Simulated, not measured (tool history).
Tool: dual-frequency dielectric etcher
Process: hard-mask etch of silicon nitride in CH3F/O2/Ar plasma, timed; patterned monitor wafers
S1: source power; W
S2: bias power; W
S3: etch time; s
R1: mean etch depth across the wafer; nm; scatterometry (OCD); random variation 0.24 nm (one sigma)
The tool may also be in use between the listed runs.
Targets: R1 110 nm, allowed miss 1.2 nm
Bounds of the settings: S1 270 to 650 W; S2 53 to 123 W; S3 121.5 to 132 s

{"run": 1, "hour": 0.0, "S1": 460, "S2": 88, "S3": 132, "R1": 94.883}
{"run": 2, "hour": 4.0, "S1": 520, "S2": 89, "S3": 132, "R1": 98.847}
{"run": 3, "hour": 7.8, "S1": 600, "S2": 89, "S3": 132, "R1": 103.11}
{"run": 4, "hour": 12.0, "S1": 600, "S2": 83, "S3": 132, "R1": 100.62}
{"run": 5, "hour": 13.5, "S1": 600, "S2": 83, "S3": 132, "R1": 100.5}
{"run": 6, "hour": 16.7, "S1": 520, "S2": 83, "S3": 132, "R1": 96.669}
{"run": 7, "hour": 22.4, "S1": 560, "S2": 89, "S3": 132, "R1": 101.05}
{"run": 8, "hour": 29.3, "S1": 590, "S2": 92, "S3": 132, "R1": 103.52}
{"run": 9, "hour": 32.3, "S1": 610, "S2": 95, "S3": 132, "R1": 105.7}
{"run": 10, "hour": 36.6, "S1": 620, "S2": 97, "S3": 132, "R1": 106.74}
{"run": 11, "hour": 44.2, "S1": 630, "S2": 99, "S3": 132, "R1": 108.11}

Which of these 4 next moves meets every target?
{"run": "A", "hour": 51.8, "S1": 650, "S2": 110, "S3": 132, "R1": "?"}
{"run": "B", "hour": 51.8, "S1": 610, "S2": 115, "S3": 132, "R1": "?"}
{"run": "C", "hour": 51.8, "S1": 550, "S2": 121, "S3": 129, "R1": "?"}
{"run": "D", "hour": 51.8, "S1": 650, "S2": 108, "S3": 132, "R1": "?"}

move=A R1=113.25
move=B R1=113.03
move=C R1=109.35
move=D R1=112.51
A: takes the result that was furthest off past its target
B: takes the result that was furthest off past its target
C: meets every target
D: takes the result that was furthest off past its target
Move C is the one to make.
